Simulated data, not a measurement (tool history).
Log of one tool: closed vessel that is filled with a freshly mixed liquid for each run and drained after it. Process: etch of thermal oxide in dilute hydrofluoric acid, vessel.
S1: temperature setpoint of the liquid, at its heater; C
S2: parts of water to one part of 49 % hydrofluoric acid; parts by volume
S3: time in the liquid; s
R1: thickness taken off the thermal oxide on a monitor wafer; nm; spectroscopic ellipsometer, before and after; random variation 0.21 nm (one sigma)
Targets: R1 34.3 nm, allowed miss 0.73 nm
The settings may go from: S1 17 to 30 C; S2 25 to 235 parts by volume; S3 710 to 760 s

run    day    S1   S2   S3      R1
  1      0    22  130  710  20.754
  2  0.254    22  130  760  22.639
  3  0.425    20  130  760  20.419
  4  0.533  23.5  130  760  23.735
  5  0.771    21  130  760  21.639
  6   0.95    24  125  760  25.692
  7  1.258    26  125  760  27.621
  8  1.542  27.5  120  760  30.425
  9  1.717    30  115  760  34.887

5 next moves are on the table. One of them brings every result within its allowed miss. Which?
  A  1.892  29.5  105  710   ?
  B  1.892  29.5  110  750   ?
  C  1.892    30  105  710   ?
  D  1.892  29.5  110  760   ?
  E  1.892    30  115  750   ?

move      R1
   A  36.051
   B  36.101
   C  36.732
   D  36.583
   E  34.938
A: further off than the last run
B: further off than the last run
C: further off than the last run
D: further off than the last run
E: meets every target
The right move is E.
